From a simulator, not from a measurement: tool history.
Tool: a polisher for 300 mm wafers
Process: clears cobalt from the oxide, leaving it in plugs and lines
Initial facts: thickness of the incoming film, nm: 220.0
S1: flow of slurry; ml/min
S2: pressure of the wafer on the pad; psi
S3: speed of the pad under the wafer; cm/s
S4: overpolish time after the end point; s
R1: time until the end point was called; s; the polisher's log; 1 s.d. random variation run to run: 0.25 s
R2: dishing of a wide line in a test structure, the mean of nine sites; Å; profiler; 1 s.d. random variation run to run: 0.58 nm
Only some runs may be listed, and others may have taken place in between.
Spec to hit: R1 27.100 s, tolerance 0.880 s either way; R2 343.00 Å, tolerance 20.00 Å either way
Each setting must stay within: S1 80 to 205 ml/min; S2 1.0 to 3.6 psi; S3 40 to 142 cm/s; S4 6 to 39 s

Run 1, hour 0.0: S1 135 ml/min, S2 2.3 psi, S3 90 cm/s, S4 20 s. Result: R1 43.081 s, R2 548.20 Å.
Run 2, hour 5.7: S1 135 ml/min, S2 2.4 psi, S3 90 cm/s, S4 18 s. Result: R1 40.203 s, R2 547.06 Å.
Run 3, hour 10.8: S1 135 ml/min, S2 2.4 psi, S3 92 cm/s, S4 16 s. Result: R1 39.736 s, R2 510.03 Å.
Run 4, hour 14.8: S1 135 ml/min, S2 2.4 psi, S3 92 cm/s, S4 22 s. Result: R1 39.814 s, R2 589.37 Å.
Run 5, hour 23.5: S1 125 ml/min, S2 2.5 psi, S3 94 cm/s, S4 20 s. Result: R1 37.556 s, R2 570.34 Å.
Run 6, hour 32.4: S1 100 ml/min, S2 2.5 psi, S3 94 cm/s, S4 20 s. Result: R1 39.472 s, R2 571.86 Å.
Run 7, hour 37.6: S1 100 ml/min, S2 2.5 psi, S3 94 cm/s, S4 20 s. Result: R1 39.610 s, R2 555.25 Å.
Run 8, hour 42.5: S1 95 ml/min, S2 2.6 psi, S3 94 cm/s, S4 18 s. Result: R1 38.222 s, R2 546.31 Å.
Run 9, hour 44.8: S1 95 ml/min, S2 2.6 psi, S3 94 cm/s, S4 18 s. Result: R1 38.682 s, R2 539.61 Å.
Run 10, hour 47.1: S1 95 ml/min, S2 2.6 psi, S3 94 cm/s, S4 18 s. Result: R1 38.936 s, R2 527.65 Å.
Run 11, hour 55.8: S1 95 ml/min, S2 2.8 psi, S3 94 cm/s, S4 16 s. Result: R1 36.542 s, R2 524.92 Å.
At hour 63.5: slurry nozzle cleaned.
Run 12, hour 63.5: S1 95 ml/min, S2 2.9 psi, S3 94 cm/s, S4 14 s. Result: R1 31.881 s, R2 526.79 Å.
Run 13, hour 65.5: S1 95 ml/min, S2 3.0 psi, S3 92 cm/s, S4 13 s. Result: R1 31.894 s, R2 506.23 Å.
Run 14, hour 69.7: S1 100 ml/min, S2 3.1 psi, S3 88 cm/s, S4 12 s. Result: R1 31.278 s, R2 481.68 Å.
Run 15, hour 73.9: S1 115 ml/min, S2 3.2 psi, S3 82 cm/s, S4 11 s. Result: R1 32.402 s, R2 463.85 Å.
Run 16, hour 80.0: S1 130 ml/min, S2 3.3 psi, S3 80 cm/s, S4 10 s. Result: R1 30.935 s, R2 428.22 Å.
Run 17, hour 87.5: S1 140 ml/min, S2 3.3 psi, S3 78 cm/s, S4 9 s. Result: R1 31.345 s, R2 420.87 Å.
Run 18, hour 89.9: S1 150 ml/min, S2 3.3 psi, S3 76 cm/s, S4 9 s. Result: R1 31.667 s, R2 415.67 Å.
Run 19, hour 93.2: S1 150 ml/min, S2 3.3 psi, S3 76 cm/s, S4 9 s. Result: R1 31.848 s, R2 400.80 Å.

Which single option among these 4 for the next run brings every result within its allowed miss of target? Just one does.
Run A, hour 96.5: S1 140 ml/min, S2 3.5 psi, S3 98 cm/s, S4 6 s. Result: R1 ?, R2 ?.
Run B, hour 96.5: S1 145 ml/min, S2 3.3 psi, S3 82 cm/s, S4 8 s. Result: R1 ?, R2 ?.
Run C, hour 96.5: S1 180 ml/min, S2 3.6 psi, S3 80 cm/s, S4 6 s. Result: R1 ?, R2 ?.
Run D, hour 96.5: S1 130 ml/min, S2 3.6 psi, S3 76 cm/s, S4 8 s. Result: R1 ?, R2 ?.

move      R1      R2
   A  23.912  382.74
   B  29.954  399.75
   C  27.338  348.18
   D  30.097  398.44
A: carries the result that was furthest off beyond its target, to the other side
B: nearer than the last run, and not there yet
C: every result within its allowed miss
D: nearer than the last run, and not there yet
The move that meets every target is C.

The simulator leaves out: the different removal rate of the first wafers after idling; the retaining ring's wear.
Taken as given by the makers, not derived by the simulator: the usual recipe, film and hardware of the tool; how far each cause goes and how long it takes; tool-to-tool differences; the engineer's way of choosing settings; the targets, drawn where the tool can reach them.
